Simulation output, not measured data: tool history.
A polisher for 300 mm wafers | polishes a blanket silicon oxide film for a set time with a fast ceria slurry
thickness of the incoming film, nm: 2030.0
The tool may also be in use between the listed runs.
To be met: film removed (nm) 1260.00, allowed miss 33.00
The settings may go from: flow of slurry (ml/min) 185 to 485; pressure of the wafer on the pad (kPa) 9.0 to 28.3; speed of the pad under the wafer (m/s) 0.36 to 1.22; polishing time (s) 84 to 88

run,hour,flow of slurry (ml/min),pressure of the wafer on the pad (kPa),speed of the pad under the wafer (m/s),polishing time (s),film removed (nm)
1,0.0,310,18.6,0.78,84,918.79
2,1.1,310,14.5,0.78,84,791.74
3,3.5,310,14.5,0.66,84,687.99
4,5.9,245,14.5,0.66,84,668.48
5,6.6,245,14.5,0.66,84,665.52
6,8.5,245,14.5,0.58,84,597.19
7,16.2,255,17.9,0.62,84,720.66
8,20.3,265,20.7,0.64,84,813.76
9,24.6,275,22.8,0.66,84,881.09
10,31.8,280,24.1,0.70,84,973.45
11,38.5,285,24.8,0.72,84,1012.30

Which of these 5 next moves meets every target?
A,45.2,280,22.8,0.64,84,?
B,45.2,340,25.5,0.84,88,?
C,45.2,325,17.2,1.08,84,?
D,45.2,235,28.3,0.86,88,?
E,45.2,310,27.6,0.86,88,?

move,film removed (nm)
A,874.61
B,1257.70
C,1158.50
D,1322.10
E,1341.40
A: further off than the last run
B: meets every target
C: nearer than the last run, and not there yet
D: takes the result that was furthest off past its target
E: takes the result that was furthest off past its target
Answer: B
